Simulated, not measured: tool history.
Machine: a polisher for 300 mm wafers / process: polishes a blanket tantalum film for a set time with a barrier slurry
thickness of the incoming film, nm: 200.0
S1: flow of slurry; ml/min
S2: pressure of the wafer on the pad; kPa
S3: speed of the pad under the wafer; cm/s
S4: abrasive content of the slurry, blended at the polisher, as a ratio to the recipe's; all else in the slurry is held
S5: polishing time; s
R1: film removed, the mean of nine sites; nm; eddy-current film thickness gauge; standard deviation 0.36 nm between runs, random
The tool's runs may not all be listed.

| run | hour | S1 | S2 | S3 | S4 | S5 | R1 |
|---|---|---|---|---|---|---|---|
| 1 | 0.0 | 190 | 10.3 | 76 | 1.00 | 99 | 84.593 |
| 2 | 3.6 | 190 | 10.3 | 76 | 1.15 | 99 | 85.219 |
| 3 | 6.6 | 190 | 10.3 | 76 | 1.15 | 104 | 90.263 |
| 4 | 12.6 | 190 | 8.3 | 76 | 1.15 | 104 | 75.085 |
| 5 | 21.2 | 215 | 8.3 | 76 | 1.15 | 104 | 75.429 |
| 6 | 26.8 | 215 | 8.3 | 60 | 1.15 | 104 | 61.342 |
| 7 | 27.6 | 215 | 7.6 | 56 | 1.15 | 104 | 51.363 |
| 8 | 30.4 | 210 | 6.9 | 54 | 1.15 | 104 | 44.680 |
| 9 | 37.2 | 200 | 6.9 | 54 | 1.15 | 104 | 44.614 |

The next listed run, before its measurement:
| 10 | 42.0 | 190 | 6.9 | 54 | 1.15 | 104 | ? |

R1: 44.198 nm

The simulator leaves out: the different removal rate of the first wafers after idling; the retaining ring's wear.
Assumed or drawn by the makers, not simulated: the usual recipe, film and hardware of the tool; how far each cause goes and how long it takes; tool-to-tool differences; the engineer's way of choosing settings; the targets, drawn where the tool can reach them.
